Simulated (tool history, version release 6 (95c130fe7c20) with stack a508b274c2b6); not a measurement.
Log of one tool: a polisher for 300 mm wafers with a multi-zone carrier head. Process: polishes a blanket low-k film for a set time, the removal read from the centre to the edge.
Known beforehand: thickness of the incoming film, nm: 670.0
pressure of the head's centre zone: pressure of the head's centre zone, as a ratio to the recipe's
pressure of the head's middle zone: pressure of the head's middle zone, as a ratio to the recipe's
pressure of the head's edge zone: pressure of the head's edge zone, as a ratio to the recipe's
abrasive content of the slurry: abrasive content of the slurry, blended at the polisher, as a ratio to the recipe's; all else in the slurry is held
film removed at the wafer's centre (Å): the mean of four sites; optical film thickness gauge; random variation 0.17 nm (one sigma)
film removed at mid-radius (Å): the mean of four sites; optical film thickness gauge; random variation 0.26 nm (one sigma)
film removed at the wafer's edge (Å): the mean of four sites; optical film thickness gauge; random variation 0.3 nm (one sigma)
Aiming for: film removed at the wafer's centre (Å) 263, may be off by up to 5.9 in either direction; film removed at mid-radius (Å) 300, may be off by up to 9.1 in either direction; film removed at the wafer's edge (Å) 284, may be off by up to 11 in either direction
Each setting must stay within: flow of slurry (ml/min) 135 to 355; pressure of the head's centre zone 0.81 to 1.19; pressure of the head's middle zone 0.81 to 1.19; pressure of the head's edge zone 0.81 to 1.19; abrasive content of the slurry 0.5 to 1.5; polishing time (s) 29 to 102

| run | day | flow of slurry (ml/min) | pressure of the head's centre zone | pressure of the head's middle zone | pressure of the head's edge zone | abrasive content of the slurry | polishing time (s) | film removed at the wafer's centre (Å) | film removed at mid-radius (Å) | film removed at the wafer's edge (Å) |
|---|---|---|---|---|---|---|---|---|---|---|
| 1 | 0 | 225 | 1 | 1 | 1 | 1 | 65 | 242.2 | 234.31 | 227.71 |
| 2 | 0.083 | 235 | 0.99 | 1.03 | 1.04 | 1.05 | 65 | 248.81 | 251.76 | 243.94 |
| 3 | 0.188 | 250 | 0.99 | 1.05 | 1.07 | 1.05 | 65 | 246.71 | 258.27 | 246.6 |
| 4 | 0.262 | 285 | 0.99 | 1.05 | 1.07 | 1.05 | 65 | 254.05 | 256.27 | 249.38 |
| 5 | 0.396 | 255 | 0.99 | 1.05 | 1.07 | 1.05 | 65 | 251.56 | 254.38 | 248.96 |
| 6 | 0.679 | 205 | 0.99 | 1.05 | 1.07 | 1.05 | 65 | 242.08 | 253.21 | 242.71 |
| 7 | 1.05 | 220 | 0.99 | 1.07 | 1.09 | 1.05 | 65 | 244.92 | 257.8 | 247.95 |
| 8 | 1.267 | 230 | 0.99 | 1.09 | 1.11 | 1.05 | 65 | 247.4 | 260.39 | 254.24 |
| 9 | 1.562 | 235 | 0.99 | 1.11 | 1.12 | 1.05 | 65 | 249.73 | 263.02 | 246.95 |
| 10 | 1.762 | 240 | 0.98 | 1.12 | 1.13 | 1.1 | 65 | 249.93 | 273.72 | 258.38 |
| 11 | 1.792 | 245 | 0.98 | 1.13 | 1.14 | 1.1 | 65 | 252.79 | 275.98 | 264.78 |
| 12 | 2.029 | 250 | 0.98 | 1.14 | 1.15 | 1.1 | 65 | 253.72 | 281.68 | 265.23 |
| 13 | 2.308 | 260 | 0.98 | 1.15 | 1.16 | 1.1 | 65 | 251.69 | 282.32 | 259.99 |
| 14 | 2.658 | 260 | 0.98 | 1.15 | 1.16 | 1.15 | 65 | 258.45 | 294.45 | 269.3 |

Which of these 5 next moves meets every target?
| A | 3.008 | 260 | 0.88 | 1.06 | 1.19 | 1.15 | 70 | ? | ? | ? |
| B | 3.008 | 200 | 1.03 | 1.18 | 1.03 | 1.25 | 62 | ? | ? | ? |
| C | 3.008 | 240 | 0.92 | 1 | 1.19 | 0.95 | 81 | ? | ? | ? |
| D | 3.008 | 225 | 0.94 | 1.1 | 1.11 | 1.1 | 72 | ? | ? | ? |
| E | 3.008 | 250 | 1.05 | 1.19 | 1.15 | 1.3 | 58 | ? | ? | ? |

| move | film removed at the wafer's centre (Å) | film removed at mid-radius (Å) | film removed at the wafer's edge (Å) |
|---|---|---|---|
| A | 251.12 | 294.58 | 294.68 |
| B | 263.18 | 289.45 | 247.03 |
| C | 268.54 | 287.02 | 302.61 |
| D | 264.75 | 300.32 | 281.8 |
| E | 263.4 | 285.23 | 253.81 |
A: brings the result that was furthest off to its target, and leaves another outside
B: moves away from the targets compared with the last run
C: takes the result that was furthest off past its target
D: all results in spec
E: moves away from the targets compared with the last run
D is the move that brings every result within its allowed miss.

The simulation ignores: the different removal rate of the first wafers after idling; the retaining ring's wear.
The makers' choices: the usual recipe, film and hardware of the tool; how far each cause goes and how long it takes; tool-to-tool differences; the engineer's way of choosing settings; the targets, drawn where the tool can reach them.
